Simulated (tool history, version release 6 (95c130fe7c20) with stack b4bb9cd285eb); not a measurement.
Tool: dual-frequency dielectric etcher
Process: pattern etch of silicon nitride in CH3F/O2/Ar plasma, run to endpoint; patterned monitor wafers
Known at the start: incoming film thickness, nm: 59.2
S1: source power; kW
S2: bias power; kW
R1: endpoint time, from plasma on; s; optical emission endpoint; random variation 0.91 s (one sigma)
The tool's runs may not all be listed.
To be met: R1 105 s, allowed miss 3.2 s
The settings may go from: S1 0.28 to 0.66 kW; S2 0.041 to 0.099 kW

Run 1, hour 0: S1 0.47 kW, S2 0.07 kW. Result: R1 90.037 s.
Run 2, hour 6.8: S1 0.43 kW, S2 0.068 kW. Result: R1 93.556 s.
Run 3, hour 12: S1 0.46 kW, S2 0.068 kW. Result: R1 91.128 s.
Run 4, hour 20.3: S1 0.41 kW, S2 0.068 kW. Result: R1 93.338 s.
Run 5, hour 27.9: S1 0.39 kW, S2 0.064 kW. Result: R1 96.252 s.
Run 6, hour 35.5: S1 0.43 kW, S2 0.064 kW. Result: R1 94.378 s.
Run 7, hour 40.2: S1 0.4 kW, S2 0.061 kW. Result: R1 97.253 s.
Run 8, hour 45: S1 0.38 kW, S2 0.059 kW. Result: R1 99.175 s.

4 next moves are on the table. One of them brings every result within its allowed miss. Which?
Run A, hour 49.8: S1 0.4 kW, S2 0.045 kW. Result: R1 ?.
Run B, hour 49.8: S1 0.3 kW, S2 0.044 kW. Result: R1 ?.
Run C, hour 49.8: S1 0.32 kW, S2 0.043 kW. Result: R1 ?.
Run D, hour 49.8: S1 0.35 kW, S2 0.074 kW. Result: R1 ?.

move      R1
   A  104.88
   B  112.98
   C  111.99
   D  94.096
A: meets every target
B: takes the result that was furthest off past its target
C: takes the result that was furthest off past its target
D: further off than the last run
The right move is A.
